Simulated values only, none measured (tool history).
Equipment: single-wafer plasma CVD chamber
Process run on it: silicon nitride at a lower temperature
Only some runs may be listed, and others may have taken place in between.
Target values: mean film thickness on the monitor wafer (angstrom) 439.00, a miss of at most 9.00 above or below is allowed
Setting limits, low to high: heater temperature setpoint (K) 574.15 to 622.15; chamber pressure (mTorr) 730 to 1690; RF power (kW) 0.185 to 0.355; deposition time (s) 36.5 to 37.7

run  hour  heater temperature setpoint (K)  chamber pressure (mTorr)  RF power (kW)  deposition time (s)  mean film thickness on the monitor wafer (angstrom)
  1   0.0                           598.15                      1210          0.270                 36.5                                               383.67
  2   6.9                           598.15                      1210          0.270                 37.7                                               395.54
  3  10.7                           598.15                      1370          0.270                 37.7                                               406.74
  4  11.3                           598.15                      1420          0.275                 37.7                                               417.11
  5  20.1                           598.15                      1460          0.275                 37.7                                               417.23
  6  21.1                           598.15                      1460          0.245                 37.7                                               386.96
  7  22.9                           598.15                      1500          0.255                 37.7                                               400.64
  8  24.6                           598.15                      1540          0.265                 37.7                                               411.32
  9  25.7                           598.15                      1560          0.270                 37.7                                               419.68
 10  26.5                           598.15                      1580          0.275                 37.7                                               426.82
 11  27.1                           598.15                      1600          0.275                 37.7                                               424.73

Which of these 5 next moves meets every target?
  A  27.7                           608.15                      1690          0.300                 36.5                                                    ?
  B  27.7                           596.15                      1650          0.255                 37.0                                                    ?
  C  27.7                           602.15                      1510          0.275                 37.2                                                    ?
  D  27.7                           602.15                      1670          0.255                 37.3                                                    ?
  E  27.7                           599.15                      1570          0.265                 37.7                                                    ?

move  mean film thickness on the monitor wafer (angstrom)
   A                                               440.55
   B                                               400.60
   C                                               414.80
   D                                               404.10
   E                                               413.95
A: each result inside its tolerance
B: further off than the last run
C: further off than the last run
D: further off than the last run
E: further off than the last run
So the answer is move A, the one that meets all the targets.

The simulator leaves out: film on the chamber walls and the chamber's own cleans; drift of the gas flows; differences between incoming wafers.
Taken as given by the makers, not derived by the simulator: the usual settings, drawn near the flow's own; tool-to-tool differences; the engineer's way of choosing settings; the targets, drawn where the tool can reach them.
